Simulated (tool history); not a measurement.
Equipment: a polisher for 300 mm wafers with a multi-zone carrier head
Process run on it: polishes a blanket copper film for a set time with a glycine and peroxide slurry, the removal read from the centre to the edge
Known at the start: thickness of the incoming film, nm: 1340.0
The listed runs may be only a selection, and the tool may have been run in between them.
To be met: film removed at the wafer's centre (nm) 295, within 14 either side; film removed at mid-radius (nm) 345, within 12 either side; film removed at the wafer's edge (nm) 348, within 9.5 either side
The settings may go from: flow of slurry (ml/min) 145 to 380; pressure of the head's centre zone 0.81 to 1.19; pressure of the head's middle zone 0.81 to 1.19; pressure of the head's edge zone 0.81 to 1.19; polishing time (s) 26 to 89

run,hour,flow of slurry (ml/min),pressure of the head's centre zone,pressure of the head's middle zone,pressure of the head's edge zone,polishing time (s),film removed at the wafer's centre (nm),film removed at mid-radius (nm),film removed at the wafer's edge (nm)
1,0,245,1,1,1,57,412.83,434.83,427.54
2,6.4,245,0.95,1,1,57,386.93,433.37,429.45
3,14.2,245,0.92,1,1,57,384.56,428.68,428.98
4,16.2,235,0.9,0.99,0.98,55,361.25,417.88,406.79
5,20.4,230,0.88,0.97,0.97,53,345.86,384.83,388.84
6,26.8,230,0.94,0.97,0.97,53,362.01,388.58,382.01
7,27.7,220,0.91,0.97,0.97,52,335.51,376.66,377.47
8,31.4,210,0.9,0.96,0.96,52,343.36,378.38,373.88
9,38.6,210,0.88,0.96,0.96,51,323.2,360.83,370.86
10,42,205,0.87,0.96,0.95,51,313.3,366.15,362.04
11,47.6,195,0.87,0.95,0.95,51,313.32,353.66,366.55
12,52.9,190,0.87,0.95,0.94,51,301.48,356.54,364.41
13,55.8,190,0.87,0.95,0.93,51,313.06,354.94,360.78
14,59.2,185,0.86,0.95,0.92,51,305.32,362.05,361.1
15,61.5,185,0.86,0.95,0.92,51,308.03,355.52,359.41

Of the 5 settings listed for the next run, only one would bring every result within its allowed miss of target. Which one?
A,63.8,145,0.81,1,0.96,50,?,?,?
B,63.8,145,0.85,0.94,1.05,53,?,?,?
C,63.8,205,0.81,1,0.97,52,?,?,?
D,63.8,180,0.84,1.06,0.87,51,?,?,?
E,63.8,175,0.85,0.95,0.92,50,?,?,?

move,film removed at the wafer's centre (nm),film removed at mid-radius (nm),film removed at the wafer's edge (nm)
A,267.47,352.34,349.78
B,297.53,354.45,383.55
C,299.6,391.47,383.08
D,297.63,394.69,355.67
E,293.37,350.9,354.63
A: brings the result that was furthest off to its target, and leaves another outside
B: its largest miss is bigger than the last run's
C: its largest miss is bigger than the last run's
D: brings the result that was furthest off to its target, and leaves another outside
E: all results in spec
So the answer is move E, the one that meets all the targets.
